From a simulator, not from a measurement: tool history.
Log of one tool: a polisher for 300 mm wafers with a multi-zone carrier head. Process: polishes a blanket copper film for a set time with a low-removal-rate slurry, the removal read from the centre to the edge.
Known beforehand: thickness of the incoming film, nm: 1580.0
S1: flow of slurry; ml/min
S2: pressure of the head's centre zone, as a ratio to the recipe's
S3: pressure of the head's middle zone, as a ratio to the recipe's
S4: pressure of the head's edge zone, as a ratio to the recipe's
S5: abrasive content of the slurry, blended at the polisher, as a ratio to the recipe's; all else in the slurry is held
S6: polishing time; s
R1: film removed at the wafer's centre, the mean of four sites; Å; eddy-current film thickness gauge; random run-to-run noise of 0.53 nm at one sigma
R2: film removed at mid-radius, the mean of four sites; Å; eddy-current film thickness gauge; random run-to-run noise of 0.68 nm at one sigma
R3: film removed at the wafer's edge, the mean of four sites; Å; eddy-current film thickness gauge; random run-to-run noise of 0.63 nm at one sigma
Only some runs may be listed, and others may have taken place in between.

run  hour   S1    S2    S3    S4    S5  S6      R1      R2      R3
  1   0.0  190  1.00  1.00  1.00  1.00  36  699.33  703.76  692.05
  2   7.5  190  1.00  1.00  1.06  1.00  36  703.72  721.58  732.26
  3  10.2  190  1.07  1.00  1.06  1.00  36  762.23  717.62  723.30
  4  18.9  190  1.07  1.08  1.06  1.00  36  753.33  761.11  720.13
  5  22.6  190  1.07  1.02  1.06  1.00  36  754.43  722.12  738.15
  6  25.2  150  1.07  1.02  1.06  1.00  36  713.15  681.18  728.52
  7  26.5  150  1.03  1.03  1.04  0.90  35  659.46  686.03  674.49
  8  32.2  145  1.00  1.02  1.03  0.85  34  622.37  623.93  620.24
  9  39.0  140  0.97  1.03  1.04  0.85  33  587.67  626.77  637.39
 10  44.7  135  0.95  1.04  1.03  0.80  32  542.51  594.42  585.72
 11  45.6  135  0.93  1.04  1.03  0.80  32  528.82  609.65  588.24

Run 12 is up next; what results do you expect?
 12  52.5  135  0.91  1.04  1.02  0.80  32   ?   ?   ?

R1: 519.57 Å
R2: 587.76 Å
R3: 583.21 Å
